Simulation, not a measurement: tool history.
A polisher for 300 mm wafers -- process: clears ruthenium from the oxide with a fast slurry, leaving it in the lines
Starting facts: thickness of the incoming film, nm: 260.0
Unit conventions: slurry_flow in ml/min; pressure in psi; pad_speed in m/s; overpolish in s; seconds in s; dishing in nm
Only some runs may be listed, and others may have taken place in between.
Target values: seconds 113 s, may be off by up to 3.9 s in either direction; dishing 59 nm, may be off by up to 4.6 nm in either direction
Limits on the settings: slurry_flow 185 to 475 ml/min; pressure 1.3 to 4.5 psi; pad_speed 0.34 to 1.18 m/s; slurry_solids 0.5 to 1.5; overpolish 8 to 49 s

Run 1, hour 0: slurry_flow 305 ml/min, pressure 2.9 psi, pad_speed 0.76 m/s, slurry_solids 1, overpolish 25 s. Result: seconds 72.135 s, dishing 59.509 nm.
Run 2, hour 2: slurry_flow 305 ml/min, pressure 2.6 psi, pad_speed 0.76 m/s, slurry_solids 1, overpolish 25 s. Result: seconds 78.475 s, dishing 54.077 nm.
Run 3, hour 6.7: slurry_flow 305 ml/min, pressure 2.4 psi, pad_speed 0.76 m/s, slurry_solids 1, overpolish 29 s. Result: seconds 80.642 s, dishing 58.803 nm.
Run 4, hour 14: slurry_flow 305 ml/min, pressure 2.1 psi, pad_speed 0.74 m/s, slurry_solids 1, overpolish 32 s. Result: seconds 93.085 s, dishing 58.993 nm.
Run 5, hour 14.9: slurry_flow 240 ml/min, pressure 2.1 psi, pad_speed 0.74 m/s, slurry_solids 1, overpolish 32 s. Result: seconds 95.66 s, dishing 54.317 nm.
Run 6, hour 19.4: slurry_flow 235 ml/min, pressure 2 psi, pad_speed 0.74 m/s, slurry_solids 1, overpolish 34 s. Result: seconds 98.214 s, dishing 58.953 nm.
Run 7, hour 23.2: slurry_flow 235 ml/min, pressure 1.9 psi, pad_speed 0.74 m/s, slurry_solids 1, overpolish 35 s. Result: seconds 99.868 s, dishing 58.971 nm.
Run 8, hour 30.6: slurry_flow 235 ml/min, pressure 1.8 psi, pad_speed 0.74 m/s, slurry_solids 1, overpolish 36 s. Result: seconds 102.22 s, dishing 56.983 nm.
Run 9, hour 39.3: slurry_flow 235 ml/min, pressure 1.7 psi, pad_speed 0.74 m/s, slurry_solids 1, overpolish 37 s. Result: seconds 107.17 s, dishing 57.125 nm.
Run 10, hour 43.4: slurry_flow 235 ml/min, pressure 1.7 psi, pad_speed 0.74 m/s, slurry_solids 1, overpolish 38 s. Result: seconds 108.02 s, dishing 58.837 nm.

Exactly one of the 5 candidate moves below puts every result within its allowed miss. Which one?
Run A, hour 47.5: slurry_flow 240 ml/min, pressure 1.9 psi, pad_speed 0.74 m/s, slurry_solids 1.05, overpolish 38 s. Result: seconds ?, dishing ?.
Run B, hour 47.5: slurry_flow 300 ml/min, pressure 1.8 psi, pad_speed 0.74 m/s, slurry_solids 1.05, overpolish 36 s. Result: seconds ?, dishing ?.
Run C, hour 47.5: slurry_flow 380 ml/min, pressure 2.7 psi, pad_speed 0.5 m/s, slurry_solids 1, overpolish 39 s. Result: seconds ?, dishing ?.
Run D, hour 47.5: slurry_flow 275 ml/min, pressure 1.8 psi, pad_speed 0.74 m/s, slurry_solids 0.9, overpolish 35 s. Result: seconds ?, dishing ?.
Run E, hour 47.5: slurry_flow 190 ml/min, pressure 1.5 psi, pad_speed 0.78 m/s, slurry_solids 1.15, overpolish 34 s. Result: seconds ?, dishing ?.

move  seconds  dishing
   A   97.822   61.502
   B   99.531   58.842
   C   112.45   57.288
   D   106.57   55.291
   E   104.66   54.892
A: moves away from the targets compared with the last run
B: moves away from the targets compared with the last run
C: all results land within tolerance of their targets
D: moves away from the targets compared with the last run
E: moves away from the targets compared with the last run
C is the move that brings every result within its allowed miss.
